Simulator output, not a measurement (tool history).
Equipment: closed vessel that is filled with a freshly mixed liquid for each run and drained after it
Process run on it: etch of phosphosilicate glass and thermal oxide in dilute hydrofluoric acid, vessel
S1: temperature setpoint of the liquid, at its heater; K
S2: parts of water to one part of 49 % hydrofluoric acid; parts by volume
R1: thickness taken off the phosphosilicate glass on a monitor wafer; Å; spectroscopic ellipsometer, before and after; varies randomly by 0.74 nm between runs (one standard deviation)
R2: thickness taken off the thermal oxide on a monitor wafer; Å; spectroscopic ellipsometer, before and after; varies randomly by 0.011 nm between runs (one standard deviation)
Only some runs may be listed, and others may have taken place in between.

Run 1, hour 0: S1 295.15 K, S2 45 parts by volume, time in the liquid (s) 60. Result: R1 2172.8 Å, R2 63.609 Å.
Run 2, hour 2: S1 294.15 K, S2 50 parts by volume, time in the liquid (s) 60. Result: R1 1885.5 Å, R2 54.318 Å.
Run 3, hour 3.8: S1 293.65 K, S2 55 parts by volume, time in the liquid (s) 60. Result: R1 1653.5 Å, R2 47.985 Å.
Run 4, hour 6.5: S1 293.65 K, S2 55 parts by volume, time in the liquid (s) 85. Result: R1 2345 Å, R2 68.21 Å.
Run 5, hour 14.4: S1 293.15 K, S2 60 parts by volume, time in the liquid (s) 85. Result: R1 2105.7 Å, R2 60.846 Å.
Run 6, hour 15.9: S1 292.65 K, S2 65 parts by volume, time in the liquid (s) 85. Result: R1 1890.6 Å, R2 54.596 Å.
Run 7, hour 16.6: S1 292.15 K, S2 65 parts by volume, time in the liquid (s) 80. Result: R1 1741.6 Å, R2 50.255 Å.
Run 8, hour 17.9: S1 291.65 K, S2 65 parts by volume, time in the liquid (s) 80. Result: R1 1714.4 Å, R2 49.101 Å.

What does the tool deliver on the next run?
Run 9, hour 20.1: S1 290.15 K, S2 75 parts by volume, time in the liquid (s) 75. Result: R1 ?, R2 ?.

For run 9 the tool returned R1 1286.6 Å, R2 36.957 Å.

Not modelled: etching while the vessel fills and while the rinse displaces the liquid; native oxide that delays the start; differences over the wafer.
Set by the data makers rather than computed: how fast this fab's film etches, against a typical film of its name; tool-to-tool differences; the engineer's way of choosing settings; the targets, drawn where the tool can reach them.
